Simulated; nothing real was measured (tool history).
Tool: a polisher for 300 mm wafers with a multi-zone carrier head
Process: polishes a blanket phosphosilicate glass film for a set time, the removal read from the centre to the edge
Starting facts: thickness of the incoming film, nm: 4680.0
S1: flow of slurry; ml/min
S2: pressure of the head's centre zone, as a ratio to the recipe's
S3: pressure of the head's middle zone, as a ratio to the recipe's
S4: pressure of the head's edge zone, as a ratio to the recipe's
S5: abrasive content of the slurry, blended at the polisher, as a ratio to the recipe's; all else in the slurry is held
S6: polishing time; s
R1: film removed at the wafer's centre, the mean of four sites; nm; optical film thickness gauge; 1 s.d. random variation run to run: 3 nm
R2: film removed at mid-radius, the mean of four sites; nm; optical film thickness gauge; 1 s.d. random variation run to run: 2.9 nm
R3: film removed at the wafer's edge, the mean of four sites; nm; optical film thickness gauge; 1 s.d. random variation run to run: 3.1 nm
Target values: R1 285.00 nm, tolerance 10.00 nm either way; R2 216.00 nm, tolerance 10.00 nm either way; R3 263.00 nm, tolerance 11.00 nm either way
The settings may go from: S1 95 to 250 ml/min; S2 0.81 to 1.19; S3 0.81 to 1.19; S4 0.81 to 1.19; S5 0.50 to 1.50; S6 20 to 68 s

run,day,S1,S2,S3,S4,S5,S6,R1,R2,R3
1,0.000,160,1.00,1.00,1.00,1.00,44,417.29,416.04,424.10
2,0.296,160,1.00,1.00,1.00,0.80,44,360.89,353.12,365.36
3,0.654,160,1.00,1.00,1.00,0.95,44,403.47,396.13,403.68
4,0.700,160,1.01,0.98,0.99,0.90,44,396.23,380.26,398.94
5,0.938,175,1.01,0.98,0.99,0.90,44,406.75,379.12,400.80
6,1.183,180,1.01,0.97,0.98,0.85,43,375.76,365.51,373.06
7,1.488,135,1.11,0.87,1.08,0.60,35,242.43,194.36,237.05
8,1.692,140,1.11,0.87,1.08,0.60,35,243.39,193.95,232.49
9,1.750,145,1.11,0.87,1.09,0.60,35,247.75,195.90,232.37
10,2.096,185,1.12,0.85,1.19,0.75,35,315.27,248.55,304.23
11,2.188,185,1.12,0.85,1.19,0.75,35,318.67,249.19,304.37
12,2.521,180,1.12,0.85,1.18,0.75,35,314.19,233.68,304.54
13,2.658,175,1.12,0.85,1.17,0.75,35,316.75,237.62,301.83
14,2.967,170,1.12,0.85,1.16,0.75,35,310.52,242.18,302.51
15,3.292,165,1.12,0.85,1.15,0.75,35,302.93,242.57,295.94
16,3.538,160,1.14,0.84,1.13,0.70,36,307.13,226.22,287.55
17,3.662,160,1.14,0.84,1.12,0.70,36,310.83,225.21,283.05
18,3.775,155,1.14,0.84,1.12,0.70,36,301.38,227.57,285.58
19,4.046,155,1.14,0.84,1.11,0.70,36,301.93,227.46,281.89

Of the 5 settings listed for the next run, only one would bring every result within its allowed miss of target. Which one?
A,4.317,170,1.15,0.87,0.98,0.65,39,?,?,?
B,4.317,185,1.08,0.92,1.04,0.65,38,?,?,?
C,4.317,155,1.18,0.90,1.19,0.60,37,?,?,?
D,4.317,170,1.15,0.96,1.10,0.70,34,?,?,?
E,4.317,140,1.07,0.83,1.11,0.65,41,?,?,?

move,R1,R2,R3
A,315.48,237.82,271.73
B,292.18,245.42,274.48
C,281.15,212.57,261.22
D,293.30,239.78,266.91
E,299.24,234.26,298.14
A: brings the result that was furthest off to its target, and leaves another outside
B: lands further from the targets than the last run did
C: in spec on every target
D: brings the result that was furthest off to its target, and leaves another outside
E: lands further from the targets than the last run did
So the answer is move C, the one that meets all the targets.
